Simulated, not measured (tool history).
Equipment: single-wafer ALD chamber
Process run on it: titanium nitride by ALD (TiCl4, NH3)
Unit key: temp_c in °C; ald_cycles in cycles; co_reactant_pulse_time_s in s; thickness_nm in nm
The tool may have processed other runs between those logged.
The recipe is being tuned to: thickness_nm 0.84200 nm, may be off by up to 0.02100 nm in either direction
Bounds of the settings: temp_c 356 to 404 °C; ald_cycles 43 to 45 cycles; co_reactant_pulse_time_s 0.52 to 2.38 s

Run 1, day 0.000: temp_c 380 °C, ald_cycles 45 cycles, co_reactant_pulse_time_s 1.45 s. Result: thickness_nm 0.97661 nm.
Run 2, day 0.050: temp_c 372 °C, ald_cycles 44 cycles, co_reactant_pulse_time_s 1.16 s. Result: thickness_nm 0.91657 nm.
Run 3, day 0.079: temp_c 369 °C, ald_cycles 44 cycles, co_reactant_pulse_time_s 1.01 s. Result: thickness_nm 0.88559 nm.
Run 4, day 0.100: temp_c 368 °C, ald_cycles 44 cycles, co_reactant_pulse_time_s 0.96 s. Result: thickness_nm 0.88194 nm.
Run 5, day 0.421: temp_c 364 °C, ald_cycles 44 cycles, co_reactant_pulse_time_s 0.96 s. Result: thickness_nm 0.86891 nm.
Run 6, day 0.638: temp_c 373 °C, ald_cycles 44 cycles, co_reactant_pulse_time_s 0.96 s. Result: thickness_nm 0.89118 nm.
Run 7, day 0.950: temp_c 372 °C, ald_cycles 44 cycles, co_reactant_pulse_time_s 0.89 s. Result: thickness_nm 0.88383 nm.
Run 8, day 1.142: temp_c 371 °C, ald_cycles 44 cycles, co_reactant_pulse_time_s 0.84 s. Result: thickness_nm 0.86565 nm.
Run 9, day 1.462: temp_c 371 °C, ald_cycles 44 cycles, co_reactant_pulse_time_s 0.82 s. Result: thickness_nm 0.86913 nm.

Exercise: of the 5 proposed moves below, exactly one satisfies all targets within the stated allowed misses. Which move is it?
Run A, day 1.783: temp_c 367 °C, ald_cycles 45 cycles, co_reactant_pulse_time_s 0.96 s. Result: thickness_nm ?.
Run B, day 1.783: temp_c 366 °C, ald_cycles 45 cycles, co_reactant_pulse_time_s 1.16 s. Result: thickness_nm ?.
Run C, day 1.783: temp_c 368 °C, ald_cycles 45 cycles, co_reactant_pulse_time_s 0.90 s. Result: thickness_nm ?.
Run D, day 1.783: temp_c 368 °C, ald_cycles 43 cycles, co_reactant_pulse_time_s 0.86 s. Result: thickness_nm ?.
Run E, day 1.783: temp_c 371 °C, ald_cycles 45 cycles, co_reactant_pulse_time_s 0.77 s. Result: thickness_nm ?.

move  thickness_nm
   A       0.89832
   B       0.92000
   C       0.89213
   D       0.84595
   E       0.87756
A: its largest miss is bigger than the last run's
B: its largest miss is bigger than the last run's
C: its largest miss is bigger than the last run's
D: every result lands within tolerance
E: its largest miss is bigger than the last run's
Answer: D
